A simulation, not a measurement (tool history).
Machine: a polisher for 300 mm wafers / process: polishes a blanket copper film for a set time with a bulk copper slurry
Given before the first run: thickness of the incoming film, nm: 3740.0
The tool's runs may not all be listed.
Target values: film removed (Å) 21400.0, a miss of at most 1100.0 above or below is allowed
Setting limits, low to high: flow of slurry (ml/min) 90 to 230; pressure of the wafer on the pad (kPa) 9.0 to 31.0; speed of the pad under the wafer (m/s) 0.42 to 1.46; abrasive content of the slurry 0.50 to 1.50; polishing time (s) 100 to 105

| run | hour | flow of slurry (ml/min) | pressure of the wafer on the pad (kPa) | speed of the pad under the wafer (m/s) | abrasive content of the slurry | polishing time (s) | film removed (Å) |
|---|---|---|---|---|---|---|---|
| 1 | 0.0 | 150 | 20.0 | 0.94 | 1.00 | 100 | 9867.4 |
| 2 | 2.4 | 150 | 21.4 | 0.96 | 1.00 | 100 | 10746.0 |
| 3 | 5.6 | 150 | 22.8 | 0.98 | 1.00 | 100 | 12051.0 |
| 4 | 13.1 | 150 | 22.8 | 1.12 | 1.00 | 100 | 13171.0 |
| 5 | 18.2 | 150 | 24.1 | 1.12 | 1.00 | 100 | 13659.0 |
| 6 | 20.0 | 150 | 24.8 | 1.14 | 1.00 | 100 | 14757.0 |
| 7 | 24.0 | 150 | 25.5 | 1.16 | 1.00 | 100 | 15768.0 |
| 8 | 31.8 | 150 | 26.2 | 1.16 | 1.00 | 100 | 15700.0 |
| 9 | 32.5 | 150 | 26.9 | 1.18 | 1.00 | 100 | 16334.0 |
| 10 | 41.0 | 150 | 27.6 | 1.20 | 1.00 | 100 | 16962.0 |
| 11 | 45.5 | 150 | 27.6 | 1.20 | 1.00 | 100 | 17054.0 |
| 12 | 49.7 | 150 | 28.3 | 1.22 | 1.00 | 100 | 17690.0 |
| 13 | 57.1 | 150 | 29.0 | 1.24 | 1.00 | 100 | 18923.0 |
| 14 | 62.7 | 150 | 30.3 | 1.26 | 1.00 | 100 | 19386.0 |
| 15 | 68.3 | 150 | 30.3 | 1.28 | 1.00 | 100 | 20186.0 |

Which one of the following 5 next-run settings gets every result inside its allowed miss? There is exactly one.
| A | 73.9 | 135 | 29.6 | 1.28 | 1.15 | 105 | ? |
| B | 73.9 | 125 | 30.3 | 1.24 | 1.15 | 100 | ? |
| C | 73.9 | 140 | 30.3 | 1.10 | 1.35 | 100 | ? |
| D | 73.9 | 120 | 29.6 | 1.26 | 0.95 | 101 | ? |
| E | 73.9 | 145 | 25.5 | 1.30 | 0.95 | 103 | ? |

| move | film removed (Å) |
|---|---|
| A | 20538.0 |
| B | 19222.0 |
| C | 17953.0 |
| D | 18406.0 |
| E | 17079.0 |
A: all results land within tolerance of their targets
B: misses by more than the last run did
C: misses by more than the last run did
D: misses by more than the last run did
E: misses by more than the last run did
The right move is A.
